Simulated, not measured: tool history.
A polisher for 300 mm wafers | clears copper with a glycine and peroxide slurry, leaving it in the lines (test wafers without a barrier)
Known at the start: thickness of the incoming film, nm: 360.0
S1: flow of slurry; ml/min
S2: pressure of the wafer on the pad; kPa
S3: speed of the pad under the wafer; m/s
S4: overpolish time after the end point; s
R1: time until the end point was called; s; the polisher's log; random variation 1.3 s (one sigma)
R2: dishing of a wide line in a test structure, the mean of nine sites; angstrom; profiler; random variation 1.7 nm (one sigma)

run  hour   S1    S2    S3  S4      R1      R2
  1     0  260  18.6  0.86  22  95.664  619.21
  2   4.2  260  18.6  0.86  24  91.541  686.36
  3   6.4  260  18.6  0.86  15  93.002  450.74
  4  13.2  260  18.6  0.86  18  90.352  521.06
  5  18.8  260  22.1  0.86  18  79.924  585.27
  6  25.8  260  21.4  0.86  21  83.529  636.79
  7  27.1  260  20.7  0.86  23  85.748  697.14

Forecast run 8:
  8  30.7  260  20  0.86  24   ?   ?

R1: 89.854 s
R2: 703.06 angstrom
